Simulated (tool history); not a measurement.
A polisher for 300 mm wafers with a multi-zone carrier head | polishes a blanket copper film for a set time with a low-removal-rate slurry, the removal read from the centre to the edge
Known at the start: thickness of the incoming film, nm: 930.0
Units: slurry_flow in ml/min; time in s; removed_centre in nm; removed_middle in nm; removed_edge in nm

run 1 hour=0.0 | slurry_flow=220 centre_zone=1.00 middle_zone=1.00 edge_zone=1.00 slurry_solids=1.00 time=87 | removed_centre=186.95 removed_middle=188.40 removed_edge=187.93
run 2 hour=5.7 | slurry_flow=220 centre_zone=1.00 middle_zone=1.00 edge_zone=1.03 slurry_solids=1.00 time=87 | removed_centre=187.84 removed_middle=185.49 removed_edge=190.71
run 3 hour=7.1 | slurry_flow=220 centre_zone=1.00 middle_zone=1.00 edge_zone=1.03 slurry_solids=1.00 time=68 | removed_centre=146.94 removed_middle=145.16 removed_edge=149.95
run 4 hour=15.9 | slurry_flow=210 centre_zone=0.97 middle_zone=1.01 edge_zone=0.98 slurry_solids=0.95 time=68 | removed_centre=136.17 removed_middle=144.79 removed_edge=143.79
run 5 hour=23.2 | slurry_flow=210 centre_zone=0.97 middle_zone=1.01 edge_zone=1.05 slurry_solids=0.95 time=68 | removed_centre=140.99 removed_middle=146.29 removed_edge=148.55
run 6 hour=24.3 | slurry_flow=210 centre_zone=0.97 middle_zone=1.10 edge_zone=1.05 slurry_solids=0.95 time=68 | removed_centre=140.16 removed_middle=154.16 removed_edge=147.05
run 7 hour=25.4 | slurry_flow=200 centre_zone=0.97 middle_zone=1.09 edge_zone=1.01 slurry_solids=0.90 time=68 | removed_centre=137.35 removed_middle=150.05 removed_edge=144.03
run 8 hour=34.0 | slurry_flow=200 centre_zone=0.96 middle_zone=1.09 edge_zone=0.97 slurry_solids=0.85 time=68 | removed_centre=138.14 removed_middle=149.01 removed_edge=139.64
run 9 hour=42.3 | slurry_flow=190 centre_zone=0.94 middle_zone=1.09 edge_zone=0.95 slurry_solids=0.80 time=68 | removed_centre=132.08 removed_middle=144.53 removed_edge=134.00

The next listed run, before its measurement:
run 10 hour=45.2 | slurry_flow=185 centre_zone=0.93 middle_zone=1.09 edge_zone=0.95 slurry_solids=0.80 time=68 | removed_centre=? removed_middle=? removed_edge=?

{"run 10": {"removed_centre": 130.38, "removed_middle": 145.47, "removed_edge": 136.3}}
